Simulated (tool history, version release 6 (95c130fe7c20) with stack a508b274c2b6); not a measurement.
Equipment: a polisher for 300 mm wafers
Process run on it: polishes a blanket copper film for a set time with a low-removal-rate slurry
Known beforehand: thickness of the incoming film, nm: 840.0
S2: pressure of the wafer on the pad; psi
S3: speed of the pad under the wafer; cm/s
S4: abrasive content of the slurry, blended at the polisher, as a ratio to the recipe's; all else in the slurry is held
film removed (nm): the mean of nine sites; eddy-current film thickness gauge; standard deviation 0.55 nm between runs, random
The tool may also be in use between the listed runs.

{"run": 1, "hour": 0.0, "flow of slurry (ml/min)": 295, "S2": 2.1, "S3": 140, "S4": 1, "polishing time (s)": 40, "film removed (nm)": 100.67}
{"run": 2, "hour": 2.0, "flow of slurry (ml/min)": 295, "S2": 2.1, "S3": 172, "S4": 1, "polishing time (s)": 40, "film removed (nm)": 125.19}
{"run": 3, "hour": 6.2, "flow of slurry (ml/min)": 260, "S2": 2.1, "S3": 172, "S4": 1, "polishing time (s)": 40, "film removed (nm)": 124.64}
{"run": 4, "hour": 9.4, "flow of slurry (ml/min)": 260, "S2": 2.1, "S3": 172, "S4": 1, "polishing time (s)": 35, "film removed (nm)": 110.08}
{"run": 5, "hour": 15.0, "flow of slurry (ml/min)": 245, "S2": 1.8, "S3": 152, "S4": 1, "polishing time (s)": 35, "film removed (nm)": 83.128}
{"run": 6, "hour": 17.8, "flow of slurry (ml/min)": 245, "S2": 1.8, "S3": 134, "S4": 1, "polishing time (s)": 35, "film removed (nm)": 74.858}
{"run": 7, "hour": 20.4, "flow of slurry (ml/min)": 240, "S2": 1.6, "S3": 124, "S4": 1, "polishing time (s)": 35, "film removed (nm)": 62.217}
{"run": 8, "hour": 25.3, "flow of slurry (ml/min)": 235, "S2": 1.4, "S3": 118, "S4": 1, "polishing time (s)": 35, "film removed (nm)": 53.379}
{"run": 9, "hour": 31.9, "flow of slurry (ml/min)": 235, "S2": 1.3, "S3": 116, "S4": 1, "polishing time (s)": 35, "film removed (nm)": 50.084}
{"run": 10, "hour": 38.6, "flow of slurry (ml/min)": 235, "S2": 1.3, "S3": 116, "S4": 1, "polishing time (s)": 35, "film removed (nm)": 49.72}
{"run": 11, "hour": 40.3, "flow of slurry (ml/min)": 235, "S2": 1.2, "S3": 114, "S4": 1, "polishing time (s)": 35, "film removed (nm)": 45.841}

For run 12, what comes out?
{"run": 12, "hour": 41.4, "flow of slurry (ml/min)": 235, "S2": 1.1, "S3": 114, "S4": 1, "polishing time (s)": 35, "film removed (nm)": "?"}

Run 12 measured film removed (nm) 42.363.

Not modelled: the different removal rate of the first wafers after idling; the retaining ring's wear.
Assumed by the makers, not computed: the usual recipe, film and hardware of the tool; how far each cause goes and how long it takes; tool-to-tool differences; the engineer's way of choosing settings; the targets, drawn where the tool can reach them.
